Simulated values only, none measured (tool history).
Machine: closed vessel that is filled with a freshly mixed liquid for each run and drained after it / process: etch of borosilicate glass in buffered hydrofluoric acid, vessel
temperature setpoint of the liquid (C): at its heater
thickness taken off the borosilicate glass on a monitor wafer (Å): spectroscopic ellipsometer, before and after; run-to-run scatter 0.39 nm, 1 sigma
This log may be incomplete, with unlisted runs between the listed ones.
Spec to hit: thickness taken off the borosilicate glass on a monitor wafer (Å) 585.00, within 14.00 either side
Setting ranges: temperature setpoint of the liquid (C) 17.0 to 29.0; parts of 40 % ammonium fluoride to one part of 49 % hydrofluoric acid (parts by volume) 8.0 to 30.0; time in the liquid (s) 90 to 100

run  hour  temperature setpoint of the liquid (C)  parts of 40 % ammonium fluoride to one part of 49 % hydrofluoric acid (parts by volume)  time in the liquid (s)  thickness taken off the borosilicate glass on a monitor wafer (Å)
  1   0.0                                    21.0                                                                                     21.5                      90                                                             442.91
  2   6.1                                    22.0                                                                                     21.5                      90                                                             462.54
  3   8.3                                    22.0                                                                                     24.0                      90                                                             433.91
  4  12.9                                    23.0                                                                                     24.0                      90                                                             449.02
  5  21.4                                    23.0                                                                                     24.0                     100                                                             504.27
  6  28.1                                    20.5                                                                                     24.0                     100                                                             437.75
  7  36.6                                    24.5                                                                                     23.5                     100                                                             549.51
  8  43.3                                    25.0                                                                                     23.5                     100                                                             567.23

Of the 4 settings listed for the next run, only one would bring every result within its allowed miss of target. Which one?
  A  50.0                                    25.5                                                                                     25.5                     100                                                                  ?
  B  50.0                                    24.5                                                                                     21.5                      90                                                                  ?
  C  50.0                                    26.5                                                                                     23.5                      95                                                                  ?
  D  50.0                                    26.5                                                                                     23.0                      90                                                                  ?

move  thickness taken off the borosilicate glass on a monitor wafer (Å)
   A                                                             553.24
   B                                                             530.93
   C                                                             586.62
   D                                                             564.05
A: the biggest miss grows against the last run
B: the biggest miss grows against the last run
C: hits every target within its allowed miss
D: the biggest miss grows against the last run
C is the move that brings every result within its allowed miss.
